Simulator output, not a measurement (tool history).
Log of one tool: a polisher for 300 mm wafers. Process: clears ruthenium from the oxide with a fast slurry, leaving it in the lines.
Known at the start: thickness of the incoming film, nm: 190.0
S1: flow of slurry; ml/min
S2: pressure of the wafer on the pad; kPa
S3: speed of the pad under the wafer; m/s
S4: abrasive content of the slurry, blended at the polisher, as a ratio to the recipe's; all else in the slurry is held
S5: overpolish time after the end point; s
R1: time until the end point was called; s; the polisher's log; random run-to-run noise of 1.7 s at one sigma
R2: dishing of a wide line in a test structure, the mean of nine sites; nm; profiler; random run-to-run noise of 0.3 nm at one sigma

| run | hour | S1 | S2 | S3 | S4 | S5 | R1 | R2 |
|---|---|---|---|---|---|---|---|---|
| 1 | 0.0 | 125 | 11.7 | 1.00 | 1.00 | 16 | 82.654 | 32.467 |
| 2 | 5.3 | 125 | 11.7 | 1.00 | 1.10 | 16 | 81.880 | 34.038 |
| 3 | 9.1 | 125 | 11.7 | 1.16 | 1.10 | 16 | 69.886 | 38.779 |
| 4 | 12.0 | 125 | 11.7 | 1.16 | 1.25 | 16 | 66.872 | 40.199 |
| 5 | 15.6 | 115 | 9.7 | 0.98 | 1.25 | 17 | 96.443 | 30.798 |
| 6 | 22.6 | 115 | 9.7 | 0.98 | 1.25 | 13 | 95.806 | 23.986 |
| 7 | 25.9 | 110 | 8.3 | 0.86 | 1.25 | 15 | 125.300 | 20.942 |

What will run 8 give?
| 8 | 28.0 | 85 | 5.5 | 0.60 | 1.25 | 20 | ? | ? |

Run 8 gave R1 273.470 s, R2 13.022 nm.
